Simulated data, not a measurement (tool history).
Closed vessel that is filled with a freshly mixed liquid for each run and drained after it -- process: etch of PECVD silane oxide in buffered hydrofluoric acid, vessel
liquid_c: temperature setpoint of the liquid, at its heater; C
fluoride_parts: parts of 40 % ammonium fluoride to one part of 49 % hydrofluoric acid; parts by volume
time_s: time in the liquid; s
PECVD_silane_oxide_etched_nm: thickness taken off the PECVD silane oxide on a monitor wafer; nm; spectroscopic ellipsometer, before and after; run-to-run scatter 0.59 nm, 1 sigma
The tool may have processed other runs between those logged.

run 1 day=0.000 | liquid_c=20.0 fluoride_parts=10.0 time_s=90 | PECVD_silane_oxide_etched_nm=112.850
run 2 day=0.225 | liquid_c=19.5 fluoride_parts=10.5 time_s=90 | PECVD_silane_oxide_etched_nm=105.170
run 3 day=0.554 | liquid_c=19.0 fluoride_parts=11.0 time_s=90 | PECVD_silane_oxide_etched_nm=97.377
run 4 day=0.808 | liquid_c=21.0 fluoride_parts=11.0 time_s=90 | PECVD_silane_oxide_etched_nm=109.950
run 5 day=0.888 | liquid_c=20.5 fluoride_parts=11.5 time_s=90 | PECVD_silane_oxide_etched_nm=100.220
run 6 day=1.133 | liquid_c=20.5 fluoride_parts=11.5 time_s=100 | PECVD_silane_oxide_etched_nm=111.410
run 7 day=1.367 | liquid_c=20.0 fluoride_parts=12.0 time_s=100 | PECVD_silane_oxide_etched_nm=104.280
run 8 day=1.542 | liquid_c=19.5 fluoride_parts=12.5 time_s=100 | PECVD_silane_oxide_etched_nm=96.326
run 9 day=1.829 | liquid_c=19.0 fluoride_parts=13.0 time_s=100 | PECVD_silane_oxide_etched_nm=91.025
run 10 day=2.158 | liquid_c=19.0 fluoride_parts=13.0 time_s=100 | PECVD_silane_oxide_etched_nm=91.255
run 11 day=2.362 | liquid_c=18.5 fluoride_parts=13.5 time_s=100 | PECVD_silane_oxide_etched_nm=86.555

What does the tool deliver on the next run?
run 12 day=2.612 | liquid_c=18.5 fluoride_parts=14.0 time_s=100 | PECVD_silane_oxide_etched_nm=?

{"run 12": {"PECVD_silane_oxide_etched_nm": 82.491}}

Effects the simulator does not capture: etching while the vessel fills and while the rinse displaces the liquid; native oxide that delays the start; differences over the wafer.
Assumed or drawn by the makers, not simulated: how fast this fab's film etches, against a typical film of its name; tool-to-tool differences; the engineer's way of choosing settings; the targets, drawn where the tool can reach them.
